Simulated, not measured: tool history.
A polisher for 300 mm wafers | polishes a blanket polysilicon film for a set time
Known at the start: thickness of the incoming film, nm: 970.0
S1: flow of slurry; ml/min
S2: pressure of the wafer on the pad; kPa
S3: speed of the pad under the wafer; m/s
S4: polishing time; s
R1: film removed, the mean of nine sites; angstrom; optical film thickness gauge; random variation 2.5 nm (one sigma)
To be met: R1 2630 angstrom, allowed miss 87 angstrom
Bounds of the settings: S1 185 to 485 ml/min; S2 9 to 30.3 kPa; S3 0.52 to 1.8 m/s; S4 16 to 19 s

run 1 day=0 | S1=310 S2=19.3 S3=1.16 S4=19 | R1=1961.8
run 2 day=0.371 | S1=310 S2=20 S3=1.16 S4=19 | R1=2042.9
run 3 day=0.554 | S1=310 S2=20 S3=1.16 S4=16 | R1=1749.1
run 4 day=0.654 | S1=310 S2=20 S3=1.42 S4=16 | R1=2022.2
run 5 day=0.921 | S1=310 S2=20 S3=1.42 S4=16 | R1=2023.2
run 6 day=1.121 | S1=310 S2=20 S3=1.58 S4=16 | R1=2186.8
run 7 day=1.171 | S1=310 S2=20.7 S3=1.58 S4=16 | R1=2263.6
run 8 day=1.508 | S1=310 S2=21.4 S3=1.58 S4=16 | R1=2357

Which of these 5 next moves meets every target?
run A day=1.846 | S1=390 S2=22.1 S3=1.58 S4=18 | R1=?
run B day=1.846 | S1=300 S2=22.1 S3=1.64 S4=17 | R1=?
run C day=1.846 | S1=220 S2=20.7 S3=1.56 S4=16 | R1=?
run D day=1.846 | S1=275 S2=20 S3=1.5 S4=16 | R1=?
run E day=1.846 | S1=325 S2=20 S3=1.46 S4=16 | R1=?

move=A R1=2741.5
move=B R1=2628.8
move=C R1=2183.7
move=D R1=2077.3
move=E R1=2053.6
A: takes the result that was furthest off past its target
B: meets every target
C: further off than the last run
D: further off than the last run
E: further off than the last run
Move B is the one to make.
